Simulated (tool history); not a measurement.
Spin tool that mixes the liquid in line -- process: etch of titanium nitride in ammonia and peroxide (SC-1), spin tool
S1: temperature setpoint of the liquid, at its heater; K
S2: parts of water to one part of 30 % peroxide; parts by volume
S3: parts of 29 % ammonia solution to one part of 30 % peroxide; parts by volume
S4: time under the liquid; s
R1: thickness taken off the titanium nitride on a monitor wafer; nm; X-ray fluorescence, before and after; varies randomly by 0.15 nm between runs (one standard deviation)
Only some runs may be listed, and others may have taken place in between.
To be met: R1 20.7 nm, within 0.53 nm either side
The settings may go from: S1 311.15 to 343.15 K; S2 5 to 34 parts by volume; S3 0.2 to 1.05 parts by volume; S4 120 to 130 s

{"run": 1, "hour": 0.0, "S1": 327.15, "S2": 19, "S3": 0.55, "S4": 120, "R1": 8.4386}
{"run": 2, "hour": 1.4, "S1": 331.15, "S2": 19, "S3": 0.55, "S4": 120, "R1": 10.941}
{"run": 3, "hour": 3.9, "S1": 332.65, "S2": 19, "S3": 0.55, "S4": 120, "R1": 12.069}
{"run": 4, "hour": 12.3, "S1": 332.65, "S2": 19, "S3": 0.55, "S4": 120, "R1": 12.051}
{"run": 5, "hour": 16.7, "S1": 332.65, "S2": 14.5, "S3": 0.55, "S4": 120, "R1": 14.045}
{"run": 6, "hour": 20.4, "S1": 332.65, "S2": 14.5, "S3": 0.7, "S4": 120, "R1": 14.655}
{"run": 7, "hour": 25.3, "S1": 333.65, "S2": 14.5, "S3": 0.7, "S4": 120, "R1": 15.573}
{"run": 8, "hour": 34.3, "S1": 334.65, "S2": 14.5, "S3": 0.7, "S4": 120, "R1": 16.706}
{"run": 9, "hour": 43.0, "S1": 335.15, "S2": 14.5, "S3": 0.7, "S4": 120, "R1": 17.041}
{"run": 10, "hour": 46.1, "S1": 335.65, "S2": 14.5, "S3": 0.7, "S4": 120, "R1": 17.868}
{"run": 11, "hour": 55.0, "S1": 336.15, "S2": 14.5, "S3": 0.7, "S4": 120, "R1": 18.528}
{"run": 12, "hour": 55.7, "S1": 336.15, "S2": 14.5, "S3": 0.7, "S4": 120, "R1": 18.325}

4 next moves are on the table. One of them brings every result within its allowed miss. Which?
{"run": "A", "hour": 56.4, "S1": 334.15, "S2": 16.5, "S3": 0.75, "S4": 120, "R1": "?"}
{"run": "B", "hour": 56.4, "S1": 337.65, "S2": 13, "S3": 0.6, "S4": 120, "R1": "?"}
{"run": "C", "hour": 56.4, "S1": 336.15, "S2": 21, "S3": 0.8, "S4": 120, "R1": "?"}
{"run": "D", "hour": 56.4, "S1": 338.65, "S2": 20, "S3": 0.65, "S4": 130, "R1": "?"}

move=A R1=15.08
move=B R1=20.663
move=C R1=15.215
move=D R1=19.137
A: lands further from the targets than the last run did
B: all results in spec
C: lands further from the targets than the last run did
D: nearer than the last run, and not there yet
The right move is B.
